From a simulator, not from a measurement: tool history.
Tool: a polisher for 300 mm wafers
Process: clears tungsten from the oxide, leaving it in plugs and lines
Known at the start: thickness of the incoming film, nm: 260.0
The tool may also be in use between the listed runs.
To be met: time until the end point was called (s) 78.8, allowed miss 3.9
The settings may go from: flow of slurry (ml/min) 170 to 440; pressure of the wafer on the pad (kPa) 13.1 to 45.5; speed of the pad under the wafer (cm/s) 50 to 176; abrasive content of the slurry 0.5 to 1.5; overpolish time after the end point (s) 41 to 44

run,hour,flow of slurry (ml/min),pressure of the wafer on the pad (kPa),speed of the pad under the wafer (cm/s),abrasive content of the slurry,overpolish time after the end point (s),time until the end point was called (s)
1,0,280,29,112,1,41,49.011
2,5.8,280,29,112,1,44,48.273
3,12.5,280,29,112,1,44,47.842
4,20,235,29,112,1,44,48.242
5,24.1,170,29,112,1,44,51.881
6,29.3,170,26.2,112,1,44,56.788
7,31.7,170,24.1,112,1,44,59.125
8,37.8,170,22.1,112,1,44,64.16
9,41.9,170,20.7,112,1,44,68.087
10,44.4,170,20,112,1,44,67.542
11,49.9,170,18.6,112,1,44,73.851

4 next moves are on the table. One of them brings every result within its allowed miss. Which?
A,55.4,235,15.2,112,0.85,41,?
B,55.4,170,15.2,120,1,41,?
C,55.4,170,21.4,108,0.9,44,?
D,55.4,170,15.2,104,1.05,44,?

move,time until the end point was called (s)
A,88.094
B,81.733
C,71.785
D,92.555
A: takes the result that was furthest off past its target
B: meets every target
C: further off than the last run
D: takes the result that was furthest off past its target
The right move is B.
